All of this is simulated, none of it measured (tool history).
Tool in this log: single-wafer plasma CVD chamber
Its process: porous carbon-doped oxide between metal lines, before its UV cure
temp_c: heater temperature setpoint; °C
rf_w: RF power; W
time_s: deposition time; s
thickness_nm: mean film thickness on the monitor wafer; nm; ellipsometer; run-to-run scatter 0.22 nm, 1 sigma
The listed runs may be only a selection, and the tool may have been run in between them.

run,day,temp_c,rf_w,time_s,thickness_nm
1,0.000,320,540,14.0,75.530
2,0.333,323,540,14.0,74.626
3,0.571,317,540,14.0,76.310
4,0.621,320,535,14.0,75.253
5,0.758,323,530,14.0,73.803
6,1.025,316,530,14.0,75.870

Expected results for the next run?
7,1.342,328,510,14.0,?

Run 7 yielded thickness_nm 70.740 nm.
